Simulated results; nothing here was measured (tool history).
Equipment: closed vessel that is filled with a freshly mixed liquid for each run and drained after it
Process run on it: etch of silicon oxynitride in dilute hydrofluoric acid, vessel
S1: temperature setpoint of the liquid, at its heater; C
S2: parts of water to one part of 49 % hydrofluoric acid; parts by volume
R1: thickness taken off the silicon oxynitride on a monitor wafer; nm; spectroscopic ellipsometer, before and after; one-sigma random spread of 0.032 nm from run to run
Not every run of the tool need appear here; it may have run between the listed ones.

Run 1, day 0: S1 20 C, S2 145 parts by volume, time in the liquid (s) 485. Result: R1 6.2894 nm.
Run 2, day 0.121: S1 17.5 C, S2 145 parts by volume, time in the liquid (s) 485. Result: R1 5.5415 nm.
Run 3, day 0.179: S1 19 C, S2 145 parts by volume, time in the liquid (s) 485. Result: R1 5.8956 nm.
Run 4, day 0.488: S1 18.5 C, S2 155 parts by volume, time in the liquid (s) 485. Result: R1 5.4115 nm.
Run 5, day 0.771: S1 18.5 C, S2 135 parts by volume, time in the liquid (s) 485. Result: R1 6.2583 nm.
Run 6, day 1.008: S1 18.5 C, S2 135 parts by volume, time in the liquid (s) 355. Result: R1 4.6307 nm.
Run 7, day 1.183: S1 18 C, S2 140 parts by volume, time in the liquid (s) 355. Result: R1 4.3599 nm.

Run 8 is up next; what results do you expect?
Run 8, day 1.421: S1 17.5 C, S2 140 parts by volume, time in the liquid (s) 355. Result: R1 ?.

R1: 4.178 nm
